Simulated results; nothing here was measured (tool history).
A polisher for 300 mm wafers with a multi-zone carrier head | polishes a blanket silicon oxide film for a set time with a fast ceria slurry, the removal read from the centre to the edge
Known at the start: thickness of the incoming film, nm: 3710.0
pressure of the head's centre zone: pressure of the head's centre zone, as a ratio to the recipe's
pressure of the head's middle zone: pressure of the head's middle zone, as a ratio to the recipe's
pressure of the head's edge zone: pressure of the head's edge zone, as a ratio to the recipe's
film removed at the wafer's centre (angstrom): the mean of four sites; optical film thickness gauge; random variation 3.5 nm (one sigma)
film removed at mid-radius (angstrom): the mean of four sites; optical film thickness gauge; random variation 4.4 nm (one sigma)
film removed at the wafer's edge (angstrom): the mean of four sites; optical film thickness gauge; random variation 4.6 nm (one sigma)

run    day  flow of slurry (ml/min)  pressure of the head's centre zone  pressure of the head's middle zone  pressure of the head's edge zone  polishing time (s)  film removed at the wafer's centre (angstrom)  film removed at mid-radius (angstrom)  film removed at the wafer's edge (angstrom)
  1      0                      235                                   1                                   1                                 1                  50                                         6404.4                                 6463.2                                       6272.8
  2  0.104                      235                                   1                                0.94                                 1                  50                                         6416.7                                 6003.9                                       6206.2
  3  0.304                      235                                   1                                0.94                              1.07                  50                                         6423.5                                 6121.8                                       6483.9
  4  0.608                      235                                   1                                0.93                              1.03                  47                                         6026.3                                 5542.1                                       5818.4
  5  0.708                      235                                   1                                0.98                              1.03                  47                                         6074.2                                 5998.2                                       5919.2
  6  0.842                      240                                   1                                0.96                                 1                  45                                         5737.4                                 5559.7                                       5601.4
  7  0.925                      230                                1.01                                0.95                              0.97                  43                                           5607                                 5305.8                                       5314.7
  8  1.238                      235                                1.01                                0.94                              0.95                  41                                         5316.8                                   4922                                       5062.7
  9  1.458                      230                                1.02                                0.94                              0.93                  39                                         5094.2                                 4742.8                                         4711
 10  1.667                      225                                1.02                                0.93                              0.91                  38                                         4941.3                                   4423                                       4569.1
 11  1.975                      220                                1.03                                0.93                              0.89                  37                                         4891.2                                 4438.8                                       4387.8
 12  2.025                      215                                1.03                                0.92                              0.88                  37                                         4836.2                                 4356.2                                       4327.7

The next listed run, before its measurement:
 13  2.208                      210                                1.03                                0.91                              0.87                  37                                              ?                                      ?                                            ?

film removed at the wafer's centre (angstrom): 4797.8
film removed at mid-radius (angstrom): 4344.8
film removed at the wafer's edge (angstrom): 4274

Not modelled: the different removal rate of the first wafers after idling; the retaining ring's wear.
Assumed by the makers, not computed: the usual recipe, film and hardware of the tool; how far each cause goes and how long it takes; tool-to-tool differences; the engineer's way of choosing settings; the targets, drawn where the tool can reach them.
